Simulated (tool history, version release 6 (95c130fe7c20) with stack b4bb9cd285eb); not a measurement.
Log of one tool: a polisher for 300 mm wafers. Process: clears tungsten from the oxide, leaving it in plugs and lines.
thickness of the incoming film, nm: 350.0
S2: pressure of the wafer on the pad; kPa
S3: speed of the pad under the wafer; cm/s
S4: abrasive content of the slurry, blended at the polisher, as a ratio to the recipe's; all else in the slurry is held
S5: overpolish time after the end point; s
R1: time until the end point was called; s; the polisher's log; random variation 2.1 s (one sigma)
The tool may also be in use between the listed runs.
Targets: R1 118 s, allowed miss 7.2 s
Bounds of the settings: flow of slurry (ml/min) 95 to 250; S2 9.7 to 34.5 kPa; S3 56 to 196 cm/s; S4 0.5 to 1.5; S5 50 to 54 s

Run 1, hour 0: flow of slurry (ml/min) 160, S2 22.1 kPa, S3 126 cm/s, S4 1, S5 50 s. Result: R1 72.136 s.
Run 2, hour 4: flow of slurry (ml/min) 160, S2 22.1 kPa, S3 126 cm/s, S4 1, S5 50 s. Result: R1 70.107 s.
Run 3, hour 11.6: flow of slurry (ml/min) 160, S2 26.2 kPa, S3 126 cm/s, S4 1, S5 50 s. Result: R1 59.255 s.
Run 4, hour 19.1: flow of slurry (ml/min) 160, S2 26.2 kPa, S3 144 cm/s, S4 1, S5 50 s. Result: R1 52.337 s.
Run 5, hour 25.4: flow of slurry (ml/min) 160, S2 21.4 kPa, S3 138 cm/s, S4 1, S5 50 s. Result: R1 66.29 s.
Run 6, hour 28.2: flow of slurry (ml/min) 160, S2 21.4 kPa, S3 168 cm/s, S4 1, S5 50 s. Result: R1 55.581 s.
Run 7, hour 33.7: flow of slurry (ml/min) 155, S2 17.9 kPa, S3 156 cm/s, S4 1, S5 50 s. Result: R1 70.147 s.
Run 8, hour 36.8: flow of slurry (ml/min) 150, S2 11.7 kPa, S3 126 cm/s, S4 0.95, S5 50 s. Result: R1 131.9 s.

4 next moves are on the table. One of them brings every result within its allowed miss. Which?
Run A, hour 39.9: flow of slurry (ml/min) 190, S2 15.9 kPa, S3 104 cm/s, S4 0.65, S5 50 s. Result: R1 ?.
Run B, hour 39.9: flow of slurry (ml/min) 170, S2 11.7 kPa, S3 138 cm/s, S4 0.9, S5 50 s. Result: R1 ?.
Run C, hour 39.9: flow of slurry (ml/min) 150, S2 12.4 kPa, S3 110 cm/s, S4 1.05, S5 51 s. Result: R1 ?.
Run D, hour 39.9: flow of slurry (ml/min) 155, S2 11 kPa, S3 132 cm/s, S4 0.95, S5 50 s. Result: R1 ?.

move      R1
   A  128.83
   B  119.41
   C  136.31
   D  131.09
A: nearer than the last run, and not there yet
B: meets every target
C: further off than the last run
D: nearer than the last run, and not there yet
The right move is B.
